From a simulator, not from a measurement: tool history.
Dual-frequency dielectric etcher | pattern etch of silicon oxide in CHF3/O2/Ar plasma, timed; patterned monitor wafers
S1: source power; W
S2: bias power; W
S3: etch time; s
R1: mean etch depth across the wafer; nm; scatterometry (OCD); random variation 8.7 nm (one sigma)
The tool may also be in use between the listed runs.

| run | hour | S1 | S2 | S3 | R1 |
|---|---|---|---|---|---|
| 1 | 0.0 | 830 | 170 | 552 | 1133.0 |
| 2 | 6.5 | 830 | 170 | 552 | 1126.7 |
| 3 | 9.5 | 830 | 170 | 578 | 1180.9 |
| 4 | 14.1 | 880 | 174 | 578 | 1208.4 |
| 5 | 15.7 | 880 | 155 | 578 | 1171.9 |
| 6 | 18.8 | 960 | 155 | 578 | 1185.9 |
| 7 | 24.8 | 990 | 166 | 578 | 1244.6 |
|  | 31.0 | bias power generator calibrated |
| 8 | 31.0 | 990 | 166 | 578 | 1240.0 |
| 9 | 33.3 | 1010 | 169 | 578 | 1265.3 |

Run 10 comes next. What will it give?
| 10 | 36.9 | 1020 | 170 | 578 | ? |

{"run 10": {"R1": 1240.8}}

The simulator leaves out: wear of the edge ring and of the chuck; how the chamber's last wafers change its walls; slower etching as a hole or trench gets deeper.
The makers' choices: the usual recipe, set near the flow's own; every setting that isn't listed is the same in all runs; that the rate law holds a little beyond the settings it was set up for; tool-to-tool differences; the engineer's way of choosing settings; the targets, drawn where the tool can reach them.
